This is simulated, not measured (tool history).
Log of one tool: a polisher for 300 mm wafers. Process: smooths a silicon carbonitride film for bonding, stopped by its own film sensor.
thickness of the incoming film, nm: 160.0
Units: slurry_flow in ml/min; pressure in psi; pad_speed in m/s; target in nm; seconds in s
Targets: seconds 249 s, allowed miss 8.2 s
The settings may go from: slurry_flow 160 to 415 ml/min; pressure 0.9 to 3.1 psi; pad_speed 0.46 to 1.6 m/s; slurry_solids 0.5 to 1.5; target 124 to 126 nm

Run 1, hour 0: slurry_flow 265 ml/min, pressure 2 psi, pad_speed 1.02 m/s, slurry_solids 1, target 126 nm. Result: seconds 110.68 s.
Run 2, hour 2.7: slurry_flow 265 ml/min, pressure 2 psi, pad_speed 1.02 m/s, slurry_solids 1.1, target 126 nm. Result: seconds 105.53 s.
Run 3, hour 11.4: slurry_flow 265 ml/min, pressure 1.5 psi, pad_speed 1.02 m/s, slurry_solids 1.1, target 126 nm. Result: seconds 138.19 s.
Run 4, hour 12.6: slurry_flow 265 ml/min, pressure 1.8 psi, pad_speed 1.02 m/s, slurry_solids 1.1, target 126 nm. Result: seconds 116.14 s.
Run 5, hour 13.4: slurry_flow 265 ml/min, pressure 1.6 psi, pad_speed 0.96 m/s, slurry_solids 1.1, target 126 nm. Result: seconds 135.9 s.
Run 6, hour 17.2: slurry_flow 265 ml/min, pressure 2 psi, pad_speed 0.96 m/s, slurry_solids 1.1, target 126 nm. Result: seconds 113.41 s.
Run 7, hour 25.5: slurry_flow 265 ml/min, pressure 1.8 psi, pad_speed 0.92 m/s, slurry_solids 1.1, target 126 nm. Result: seconds 126.5 s.
Run 8, hour 33: slurry_flow 265 ml/min, pressure 1.6 psi, pad_speed 0.86 m/s, slurry_solids 1.1, target 126 nm. Result: seconds 148.73 s.
Run 9, hour 34.1: slurry_flow 265 ml/min, pressure 1.5 psi, pad_speed 0.82 m/s, slurry_solids 1.1, target 126 nm. Result: seconds 163.39 s.
Run 10, hour 42.7: slurry_flow 265 ml/min, pressure 1.4 psi, pad_speed 0.8 m/s, slurry_solids 1.1, target 126 nm. Result: seconds 179.18 s.
Run 11, hour 50.5: slurry_flow 265 ml/min, pressure 1.3 psi, pad_speed 0.8 m/s, slurry_solids 1.1, target 126 nm. Result: seconds 190.21 s.
Run 12, hour 56.8: slurry_flow 265 ml/min, pressure 1.2 psi, pad_speed 0.8 m/s, slurry_solids 1.1, target 126 nm. Result: seconds 202.86 s.
Run 13, hour 57.5: slurry_flow 265 ml/min, pressure 1.1 psi, pad_speed 0.8 m/s, slurry_solids 1.1, target 126 nm. Result: seconds 224.26 s.
Run 14, hour 60.2: slurry_flow 265 ml/min, pressure 1 psi, pad_speed 0.8 m/s, slurry_solids 1.1, target 126 nm. Result: seconds 241.36 s.

5 next moves are on the table. One of them brings every result within its allowed miss. Which?
Run A, hour 62.9: slurry_flow 180 ml/min, pressure 1.1 psi, pad_speed 0.78 m/s, slurry_solids 1.1, target 124 nm. Result: seconds ?.
Run B, hour 62.9: slurry_flow 270 ml/min, pressure 1.1 psi, pad_speed 0.8 m/s, slurry_solids 1.05, target 125 nm. Result: seconds ?.
Run C, hour 62.9: slurry_flow 220 ml/min, pressure 1.6 psi, pad_speed 0.46 m/s, slurry_solids 1, target 125 nm. Result: seconds ?.
Run D, hour 62.9: slurry_flow 250 ml/min, pressure 1.1 psi, pad_speed 0.78 m/s, slurry_solids 1.15, target 126 nm. Result: seconds ?.
Run E, hour 62.9: slurry_flow 295 ml/min, pressure 1 psi, pad_speed 0.84 m/s, slurry_solids 1.05, target 126 nm. Result: seconds ?.

move  seconds
   A   250.64
   B   231.51
   C   269.63
   D   222.92
   E    232.9
A: meets every target
B: further off than the last run
C: takes the result that was furthest off past its target
D: further off than the last run
E: further off than the last run
Answer: A
